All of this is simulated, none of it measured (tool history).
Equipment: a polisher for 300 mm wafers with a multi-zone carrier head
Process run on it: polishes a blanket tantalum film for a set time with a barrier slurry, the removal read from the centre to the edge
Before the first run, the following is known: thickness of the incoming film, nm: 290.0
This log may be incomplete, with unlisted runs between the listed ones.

run	day	flow of slurry (ml/min)	pressure of the head's centre zone	pressure of the head's middle zone	pressure of the head's edge zone	abrasive content of the slurry	polishing time (s)	film removed at the wafer's centre (nm)	film removed at mid-radius (nm)	film removed at the wafer's edge (nm)
1	0.000	275	1.00	1.00	1.00	1.00	44	120.03	123.98	126.50
2	0.171	275	1.00	1.00	1.00	1.10	44	125.98	126.32	128.16
3	0.246	275	1.00	1.00	1.04	1.10	44	124.71	127.31	132.62
4	0.583	275	1.01	0.99	1.06	1.15	44	128.65	127.99	136.09
5	0.888	275	1.02	0.98	1.08	1.20	44	131.42	129.86	140.04
6	1.204	280	1.03	0.97	1.10	1.25	44	134.37	131.41	145.65
7	1.258	285	1.05	0.96	1.11	1.25	44	136.16	128.64	142.65
8	1.329	280	1.06	0.95	1.12	1.30	44	140.96	129.34	141.83
9	1.438	280	1.06	0.95	1.12	1.30	44	138.82	130.04	143.62
10	1.779	290	1.06	0.93	1.13	1.35	44	140.75	128.07	147.33

For run 11, what comes out?
11	1.929	290	1.06	0.93	1.13	1.35	44	?	?	?

film removed at the wafer's centre (nm): 140.86
film removed at mid-radius (nm): 125.96
film removed at the wafer's edge (nm): 146.56
